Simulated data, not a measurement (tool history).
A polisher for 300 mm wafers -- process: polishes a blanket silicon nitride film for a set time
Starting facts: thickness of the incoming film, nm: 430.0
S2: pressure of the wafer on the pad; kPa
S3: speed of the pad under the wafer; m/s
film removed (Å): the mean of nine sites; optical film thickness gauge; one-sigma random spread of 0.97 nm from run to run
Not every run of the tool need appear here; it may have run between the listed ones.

{"run": 1, "day": 0.0, "flow of slurry (ml/min)": 245, "S2": 33.1, "S3": 0.92, "polishing time (s)": 42, "film removed (Å)": 703.92}
{"run": 2, "day": 0.342, "flow of slurry (ml/min)": 245, "S2": 37.2, "S3": 0.92, "polishing time (s)": 42, "film removed (Å)": 802.5}
{"run": 3, "day": 0.388, "flow of slurry (ml/min)": 245, "S2": 40.0, "S3": 0.92, "polishing time (s)": 42, "film removed (Å)": 844.42}
{"run": 4, "day": 0.479, "flow of slurry (ml/min)": 245, "S2": 40.0, "S3": 0.92, "polishing time (s)": 38, "film removed (Å)": 776.92}
{"run": 5, "day": 0.575, "flow of slurry (ml/min)": 245, "S2": 42.7, "S3": 0.94, "polishing time (s)": 38, "film removed (Å)": 829.46}
{"run": 6, "day": 0.658, "flow of slurry (ml/min)": 245, "S2": 42.7, "S3": 0.94, "polishing time (s)": 42, "film removed (Å)": 906.19}
{"run": 7, "day": 0.746, "flow of slurry (ml/min)": 250, "S2": 44.8, "S3": 0.94, "polishing time (s)": 42, "film removed (Å)": 956.54}
{"run": 8, "day": 0.829, "flow of slurry (ml/min)": 255, "S2": 46.2, "S3": 0.94, "polishing time (s)": 42, "film removed (Å)": 986.39}
{"run": 9, "day": 0.858, "flow of slurry (ml/min)": 260, "S2": 47.6, "S3": 0.94, "polishing time (s)": 42, "film removed (Å)": 1032.9}
{"run": 10, "day": 0.988, "flow of slurry (ml/min)": 270, "S2": 48.3, "S3": 0.94, "polishing time (s)": 42, "film removed (Å)": 1043.6}
{"run": 11, "day": 1.275, "flow of slurry (ml/min)": 270, "S2": 49.0, "S3": 0.94, "polishing time (s)": 42, "film removed (Å)": 1046.4}
{"run": 12, "day": 1.479, "flow of slurry (ml/min)": 270, "S2": 49.6, "S3": 0.94, "polishing time (s)": 42, "film removed (Å)": 1070.2}
{"run": 13, "day": 1.704, "flow of slurry (ml/min)": 270, "S2": 50.3, "S3": 0.94, "polishing time (s)": 42, "film removed (Å)": 1105.9}

Forecast run 14:
{"run": 14, "day": 2.025, "flow of slurry (ml/min)": 270, "S2": 50.3, "S3": 0.94, "polishing time (s)": 42, "film removed (Å)": "?"}

film removed (Å): 1093.20

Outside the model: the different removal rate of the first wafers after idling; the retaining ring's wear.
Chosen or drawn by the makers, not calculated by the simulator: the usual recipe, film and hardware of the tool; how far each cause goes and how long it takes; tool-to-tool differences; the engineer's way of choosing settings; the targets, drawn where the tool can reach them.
